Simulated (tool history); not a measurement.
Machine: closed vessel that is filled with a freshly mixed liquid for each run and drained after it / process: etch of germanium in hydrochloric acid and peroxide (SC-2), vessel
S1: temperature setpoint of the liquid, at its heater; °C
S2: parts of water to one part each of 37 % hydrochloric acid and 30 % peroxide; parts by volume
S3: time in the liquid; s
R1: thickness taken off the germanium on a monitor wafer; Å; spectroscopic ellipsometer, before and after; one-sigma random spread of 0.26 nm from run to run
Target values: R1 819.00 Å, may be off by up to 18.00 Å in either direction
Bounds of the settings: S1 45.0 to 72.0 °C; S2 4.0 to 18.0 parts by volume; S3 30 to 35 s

run	hour	S1	S2	S3	R1
1	0.0	61.0	10.0	35	1090.80
2	2.9	61.0	13.0	35	1047.30
3	4.3	64.0	13.0	35	1141.20
4	8.4	64.0	13.0	35	1143.30
5	17.0	70.0	13.0	35	1353.20
6	25.7	70.0	13.0	35	1345.60
7	29.2	62.0	14.0	35	1074.40
8	33.7	60.5	14.0	35	1020.20

Exactly one of the 4 candidate moves below puts every result within its allowed miss. Which one?
A	38.2	66.5	14.5	35	?
B	38.2	61.5	16.0	30	?
C	38.2	58.5	14.5	30	?
D	38.2	57.5	14.0	35	?

move	R1
A	1211.80
B	887.50
C	828.32
D	943.77
A: lands further from the targets than the last run did
B: moves toward the targets from the last run without getting all of them in spec
C: hits every target within its allowed miss
D: moves toward the targets from the last run without getting all of them in spec
Move C is the one to make.
